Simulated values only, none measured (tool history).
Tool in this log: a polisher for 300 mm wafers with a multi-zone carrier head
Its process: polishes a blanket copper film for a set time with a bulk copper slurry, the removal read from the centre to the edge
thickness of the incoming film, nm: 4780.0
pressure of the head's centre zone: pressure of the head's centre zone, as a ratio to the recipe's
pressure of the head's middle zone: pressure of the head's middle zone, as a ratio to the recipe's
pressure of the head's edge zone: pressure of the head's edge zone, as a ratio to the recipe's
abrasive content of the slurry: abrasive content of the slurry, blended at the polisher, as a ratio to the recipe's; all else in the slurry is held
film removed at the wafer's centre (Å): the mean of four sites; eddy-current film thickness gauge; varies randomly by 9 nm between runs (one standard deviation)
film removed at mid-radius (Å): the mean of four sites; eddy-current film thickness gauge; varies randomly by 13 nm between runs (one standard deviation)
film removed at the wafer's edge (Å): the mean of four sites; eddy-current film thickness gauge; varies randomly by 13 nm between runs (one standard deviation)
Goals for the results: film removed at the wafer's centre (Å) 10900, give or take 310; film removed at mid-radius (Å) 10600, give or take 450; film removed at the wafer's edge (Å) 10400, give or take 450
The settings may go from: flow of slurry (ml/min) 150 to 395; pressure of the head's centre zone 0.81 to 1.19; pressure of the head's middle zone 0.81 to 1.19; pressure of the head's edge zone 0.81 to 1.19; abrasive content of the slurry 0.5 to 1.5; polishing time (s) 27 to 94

run,hour,flow of slurry (ml/min),pressure of the head's centre zone,pressure of the head's middle zone,pressure of the head's edge zone,abrasive content of the slurry,polishing time (s),film removed at the wafer's centre (Å),film removed at mid-radius (Å),film removed at the wafer's edge (Å)
1,0,250,1,1,1,1,60,8248.6,8204.6,8092.2
2,7.6,250,1.07,1,1,1,60,8697.4,7910.4,8319.8
3,13.5,265,1.09,1.04,1.02,1.15,61,9228.2,8928.6,8669.5
4,22.4,265,1.09,1.04,1.08,1.15,61,9319.3,8890.5,8902.8
5,26.1,265,1.1,1.04,1.1,1.25,62,9696.1,9039.5,9431
6,27.5,205,1.1,1.04,1.1,1.25,62,9340,8932.6,9196.6
7,34.6,220,1.12,1.06,1.12,1.3,62,9775.6,9407.8,9490.6
8,40.7,290,1.17,1.11,1.19,1.4,62,10640,9804.4,10208

Pick the move, out of 5, that brings all results within their allowed miss; only one does.
A,46.8,250,1.09,0.81,1.19,1.5,63,?,?,?
B,46.8,270,1.13,1.11,1.15,1.4,66,?,?,?
C,46.8,325,1.08,0.93,1.19,1.1,69,?,?,?
D,46.8,330,1.19,0.97,1.19,1.45,61,?,?,?
E,46.8,265,1.13,0.91,1.19,1.35,66,?,?,?

move,film removed at the wafer's centre (Å),film removed at mid-radius (Å),film removed at the wafer's edge (Å)
A,10123,7824.9,10493
B,10957,10597,10661
C,10586,9221,10946
D,10973,8970.7,10277
E,10831,8870.7,10780
A: the biggest miss grows against the last run
B: hits every target within its allowed miss
C: the biggest miss grows against the last run
D: the biggest miss grows against the last run
E: the biggest miss grows against the last run
The right move is B.
